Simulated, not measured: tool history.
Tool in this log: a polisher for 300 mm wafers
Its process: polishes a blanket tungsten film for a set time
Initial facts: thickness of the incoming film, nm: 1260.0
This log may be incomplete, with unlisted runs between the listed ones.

run,hour,flow of slurry (ml/min),pressure of the wafer on the pad (psi),speed of the pad under the wafer (m/s),abrasive content of the slurry,polishing time (s),film removed (angstrom)
1,0.0,255,3.9,0.84,1.0,41,1915.5
2,6.9,255,3.9,0.84,1.1,41,2007.9
3,13.1,255,3.3,0.78,1.1,41,1594.6
4,14.2,205,3.3,0.78,1.1,41,1547.1
5,15.8,205,2.9,0.76,1.1,41,1379.4
6,23.3,205,2.6,0.74,1.1,41,1275.1
7,24.4,205,2.4,0.72,1.1,41,1148.3
8,25.2,205,2.2,0.70,1.1,41,1065.2
9,29.6,205,2.1,0.70,1.1,41,1032.6
10,34.9,205,2.1,0.70,1.1,41,1018.4

What does the tool deliver on the next run?
11,38.8,205,2.0,0.70,1.1,41,?

Run 11 produced film removed (angstrom) 1008.0.

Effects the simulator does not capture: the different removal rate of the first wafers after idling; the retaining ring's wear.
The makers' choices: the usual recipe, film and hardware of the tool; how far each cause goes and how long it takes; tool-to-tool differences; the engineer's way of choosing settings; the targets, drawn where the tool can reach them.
